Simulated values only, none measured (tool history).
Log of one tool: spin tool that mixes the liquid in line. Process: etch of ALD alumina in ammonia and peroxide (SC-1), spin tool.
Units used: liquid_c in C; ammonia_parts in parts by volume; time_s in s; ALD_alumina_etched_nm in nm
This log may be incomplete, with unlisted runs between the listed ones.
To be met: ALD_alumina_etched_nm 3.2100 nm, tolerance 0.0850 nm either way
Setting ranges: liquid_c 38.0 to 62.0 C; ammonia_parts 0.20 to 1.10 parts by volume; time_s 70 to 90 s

run 1 hour=0.0 | liquid_c=46.0 ammonia_parts=0.60 time_s=90 | ALD_alumina_etched_nm=3.7405
run 2 hour=6.1 | liquid_c=46.0 ammonia_parts=0.75 time_s=90 | ALD_alumina_etched_nm=3.8067
run 3 hour=7.5 | liquid_c=46.0 ammonia_parts=0.75 time_s=90 | ALD_alumina_etched_nm=3.8115
run 4 hour=9.7 | liquid_c=46.0 ammonia_parts=0.75 time_s=90 | ALD_alumina_etched_nm=3.8075
run 5 hour=17.5 | liquid_c=45.5 ammonia_parts=0.75 time_s=90 | ALD_alumina_etched_nm=3.7403
run 6 hour=23.4 | liquid_c=45.5 ammonia_parts=0.90 time_s=90 | ALD_alumina_etched_nm=3.7723
run 7 hour=30.7 | liquid_c=45.5 ammonia_parts=0.90 time_s=90 | ALD_alumina_etched_nm=3.7638
run 8 hour=37.4 | liquid_c=45.0 ammonia_parts=0.90 time_s=90 | ALD_alumina_etched_nm=3.6881
run 9 hour=39.3 | liquid_c=44.5 ammonia_parts=0.90 time_s=90 | ALD_alumina_etched_nm=3.5600
run 10 hour=46.2 | liquid_c=44.0 ammonia_parts=0.90 time_s=90 | ALD_alumina_etched_nm=3.4738

Exercise: of the 4 proposed moves below, exactly one satisfies all targets within the stated allowed misses. Which move is it?
run A hour=53.1 | liquid_c=42.5 ammonia_parts=1.10 time_s=85 | ALD_alumina_etched_nm=?
run B hour=53.1 | liquid_c=43.5 ammonia_parts=0.95 time_s=80 | ALD_alumina_etched_nm=?
run C hour=53.1 | liquid_c=45.5 ammonia_parts=1.10 time_s=70 | ALD_alumina_etched_nm=?
run D hour=53.1 | liquid_c=43.5 ammonia_parts=0.90 time_s=85 | ALD_alumina_etched_nm=?

move=A ALD_alumina_etched_nm=3.0887
move=B ALD_alumina_etched_nm=3.0369
move=C ALD_alumina_etched_nm=3.0208
move=D ALD_alumina_etched_nm=3.2102
A: takes the biggest miss from the last run beyond its target
B: takes the biggest miss from the last run beyond its target
C: takes the biggest miss from the last run beyond its target
D: all results land within tolerance of their targets
Answer: D

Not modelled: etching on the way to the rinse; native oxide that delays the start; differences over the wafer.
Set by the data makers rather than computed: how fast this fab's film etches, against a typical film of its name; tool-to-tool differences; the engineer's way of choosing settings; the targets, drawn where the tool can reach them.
